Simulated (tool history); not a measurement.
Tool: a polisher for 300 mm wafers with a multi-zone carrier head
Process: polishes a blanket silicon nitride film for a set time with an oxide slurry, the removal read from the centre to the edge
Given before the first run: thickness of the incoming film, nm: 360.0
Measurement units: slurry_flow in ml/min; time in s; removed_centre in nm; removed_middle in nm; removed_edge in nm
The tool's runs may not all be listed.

run 1 hour=0.0 | slurry_flow=165 centre_zone=1.00 middle_zone=1.00 edge_zone=1.00 slurry_solids=1.00 time=44 | removed_centre=29.130 removed_middle=27.532 removed_edge=27.893
run 2 hour=3.7 | slurry_flow=165 centre_zone=1.00 middle_zone=1.00 edge_zone=1.00 slurry_solids=1.15 time=44 | removed_centre=30.687 removed_middle=29.228 removed_edge=30.341
run 3 hour=5.3 | slurry_flow=165 centre_zone=1.00 middle_zone=1.00 edge_zone=1.00 slurry_solids=1.15 time=51 | removed_centre=36.397 removed_middle=33.403 removed_edge=34.705
run 4 hour=12.7 | slurry_flow=155 centre_zone=0.96 middle_zone=0.97 edge_zone=0.98 slurry_solids=1.05 time=51 | removed_centre=33.082 removed_middle=32.208 removed_edge=33.267
run 5 hour=15.7 | slurry_flow=150 centre_zone=0.95 middle_zone=0.94 edge_zone=0.98 slurry_solids=0.95 time=51 | removed_centre=31.484 removed_middle=28.889 removed_edge=31.384
run 6 hour=21.4 | slurry_flow=150 centre_zone=0.95 middle_zone=0.94 edge_zone=0.98 slurry_solids=0.95 time=57 | removed_centre=35.388 removed_middle=32.337 removed_edge=34.809
run 7 hour=29.8 | slurry_flow=120 centre_zone=0.85 middle_zone=0.87 edge_zone=0.88 slurry_solids=0.70 time=56 | removed_centre=26.770 removed_middle=25.151 removed_edge=28.590
run 8 hour=31.3 | slurry_flow=120 centre_zone=0.85 middle_zone=0.88 edge_zone=0.87 slurry_solids=0.70 time=56 | removed_centre=26.472 removed_middle=25.376 removed_edge=27.833

What does the tool deliver on the next run?
run 9 hour=38.6 | slurry_flow=115 centre_zone=0.85 middle_zone=0.88 edge_zone=0.86 slurry_solids=0.70 time=56 | removed_centre=? removed_middle=? removed_edge=?

Run 9 yielded removed_centre 26.296 nm, removed_middle 25.348 nm, removed_edge 27.103 nm.

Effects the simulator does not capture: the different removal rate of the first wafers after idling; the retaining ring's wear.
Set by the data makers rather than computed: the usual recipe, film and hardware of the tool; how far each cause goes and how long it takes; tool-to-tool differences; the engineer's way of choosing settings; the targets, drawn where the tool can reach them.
